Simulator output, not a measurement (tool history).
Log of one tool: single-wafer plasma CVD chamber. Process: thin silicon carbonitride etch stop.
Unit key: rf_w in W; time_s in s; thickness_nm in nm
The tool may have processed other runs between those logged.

run	hour	rf_w	time_s	thickness_nm
1	0	245	25	15.376
2	4	275	25	15.774
3	5.5	240	25	15.293
4	11.1	235	24.8	15.099
5	14.5	260	24.8	15.449
6	15.6	255	24.5	15.197
7	22.1	250	24.3	15.008
8	30.3	245	24.1	14.865
9	37.3	240	23.9	14.74
10	44.8	240	23.7	14.602
11	48.4	240	23.6	14.433
12	51.5	240	23.5	14.457
13	56.3	240	23.4	14.351

Expected results for the next run?
14	65.2	240	23.3	?

{"run 14": {"thickness_nm": 14.292}}
